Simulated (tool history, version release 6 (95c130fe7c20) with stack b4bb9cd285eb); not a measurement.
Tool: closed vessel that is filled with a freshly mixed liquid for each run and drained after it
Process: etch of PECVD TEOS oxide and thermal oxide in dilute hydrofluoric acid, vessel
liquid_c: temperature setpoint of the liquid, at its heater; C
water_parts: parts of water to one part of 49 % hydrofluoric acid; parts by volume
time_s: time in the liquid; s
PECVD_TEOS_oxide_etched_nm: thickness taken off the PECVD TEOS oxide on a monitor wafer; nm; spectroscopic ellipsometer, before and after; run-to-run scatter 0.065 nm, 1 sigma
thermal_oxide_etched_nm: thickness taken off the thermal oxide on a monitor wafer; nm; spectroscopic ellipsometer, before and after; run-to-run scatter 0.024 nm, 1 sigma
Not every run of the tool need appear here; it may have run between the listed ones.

run,hour,liquid_c,water_parts,time_s,PECVD_TEOS_oxide_etched_nm,thermal_oxide_etched_nm
1,0,22,90,100,13.483,4.4065
2,5.5,22,90,135,18.131,5.9398
3,8.3,21,90,135,17.348,5.6896
4,16.9,21,65,135,24.782,8.1886
5,22.2,20,70,135,21.72,7.1908
6,29.8,20,50,135,31.161,10.328

Run 7 has not been measured yet. What should we expect?
7,31.1,19,60,135,?,?

Run 7 gave PECVD_TEOS_oxide_etched_nm 24.757 nm, thermal_oxide_etched_nm 8.1544 nm.
